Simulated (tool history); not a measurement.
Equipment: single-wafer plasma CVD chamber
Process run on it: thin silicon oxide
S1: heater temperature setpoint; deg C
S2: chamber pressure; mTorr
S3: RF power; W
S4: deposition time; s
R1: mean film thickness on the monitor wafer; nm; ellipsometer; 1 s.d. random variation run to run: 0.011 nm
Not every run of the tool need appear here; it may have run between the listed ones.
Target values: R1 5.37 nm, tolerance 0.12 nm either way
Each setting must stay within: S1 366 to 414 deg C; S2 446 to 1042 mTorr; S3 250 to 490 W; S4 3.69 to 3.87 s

run 1 hour=0 | S1=390 S2=744 S3=370 S4=3.87 | R1=6.4936
run 2 hour=1.6 | S1=390 S2=705 S3=370 S4=3.87 | R1=6.1854
run 3 hour=6.6 | S1=390 S2=787 S3=370 S4=3.87 | R1=6.8646
run 4 hour=13.5 | S1=390 S2=787 S3=390 S4=3.87 | R1=6.9627
run 5 hour=14.5 | S1=386 S2=787 S3=390 S4=3.87 | R1=6.9771
run 6 hour=18.9 | S1=386 S2=731 S3=385 S4=3.87 | R1=6.4699
run 7 hour=26.2 | S1=386 S2=582 S3=380 S4=3.86 | R1=5.1105
run 8 hour=31.2 | S1=386 S2=591 S3=380 S4=3.86 | R1=5.1974

Exercise: of the 5 proposed moves below, exactly one satisfies all targets within the stated allowed misses. Which move is it?
run A hour=36.2 | S1=393 S2=687 S3=360 S4=3.7 | R1=?
run B hour=36.2 | S1=373 S2=629 S3=420 S4=3.87 | R1=?
run C hour=36.2 | S1=381 S2=572 S3=380 S4=3.83 | R1=?
run D hour=36.2 | S1=389 S2=580 S3=420 S4=3.69 | R1=?
run E hour=36.2 | S1=392 S2=589 S3=445 S4=3.85 | R1=?

move=A R1=5.6852
move=B R1=5.7262
move=C R1=4.9756
move=D R1=4.9726
move=E R1=5.346
A: carries the result that was furthest off beyond its target, to the other side
B: carries the result that was furthest off beyond its target, to the other side
C: misses by more than the last run did
D: misses by more than the last run did
E: every result within its allowed miss
E meets every target.
